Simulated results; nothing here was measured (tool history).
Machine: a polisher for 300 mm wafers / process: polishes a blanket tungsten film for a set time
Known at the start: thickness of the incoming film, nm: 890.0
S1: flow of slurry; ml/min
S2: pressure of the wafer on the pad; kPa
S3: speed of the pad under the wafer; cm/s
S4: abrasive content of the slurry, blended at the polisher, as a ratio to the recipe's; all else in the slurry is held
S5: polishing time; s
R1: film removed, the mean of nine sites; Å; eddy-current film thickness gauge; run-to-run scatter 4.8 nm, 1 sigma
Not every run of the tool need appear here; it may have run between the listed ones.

run,day,S1,S2,S3,S4,S5,R1
1,0.000,190,19.3,142,1.0,89,5228.2
2,0.358,190,19.3,118,1.0,89,4417.3
3,0.446,190,19.3,118,1.0,94,4629.6
4,0.667,215,19.3,118,1.0,94,4826.1
5,0.796,255,19.3,118,1.0,94,4956.1
6,0.854,255,21.4,118,1.0,94,5421.1
7,0.954,255,15.9,110,1.0,94,3762.2

What does the tool deliver on the next run?
8,1.212,255,15.2,110,1.0,94,?

Run 8 measured R1 3600.0 Å.
